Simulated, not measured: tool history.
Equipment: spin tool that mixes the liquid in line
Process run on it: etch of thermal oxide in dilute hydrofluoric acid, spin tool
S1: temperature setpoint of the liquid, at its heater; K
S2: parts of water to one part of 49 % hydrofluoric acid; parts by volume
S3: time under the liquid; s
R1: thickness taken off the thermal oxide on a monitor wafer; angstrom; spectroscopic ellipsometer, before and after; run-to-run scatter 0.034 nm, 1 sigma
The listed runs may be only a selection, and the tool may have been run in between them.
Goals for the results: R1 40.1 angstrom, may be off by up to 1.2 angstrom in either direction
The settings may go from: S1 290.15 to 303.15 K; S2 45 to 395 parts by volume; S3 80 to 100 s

run,hour,S1,S2,S3,R1
1,0,295.15,220,100,15.98
2,4.2,295.15,220,80,12.663
3,13.1,295.15,220,100,15.725
4,21.3,295.15,270,100,12.394
5,24,298.15,270,100,13.839
6,25.2,298.65,250,100,15.309
7,28.5,299.15,230,100,17.417
8,32.3,299.65,215,100,19.104
9,34.6,300.15,200,100,21.286
10,42,300.65,190,100,23.146
11,44.1,301.15,180,100,25.561
12,51.2,301.15,175,100,26.183
13,56.3,301.15,170,100,27.081
14,60.8,301.15,165,100,27.556

Which of these 5 next moves meets every target?
A,65.3,302.15,125,100,?
B,65.3,298.65,210,80,?
C,65.3,299.15,150,80,?
D,65.3,301.15,130,100,?
E,65.3,301.65,135,100,?

move,R1
A,40.399
B,15.278
C,23.338
D,37.184
E,36.242
A: every result within its allowed miss
B: lands further from the targets than the last run did
C: lands further from the targets than the last run did
D: closes in on the targets versus the last run, not all within tolerance yet
E: closes in on the targets versus the last run, not all within tolerance yet
The right move is A.
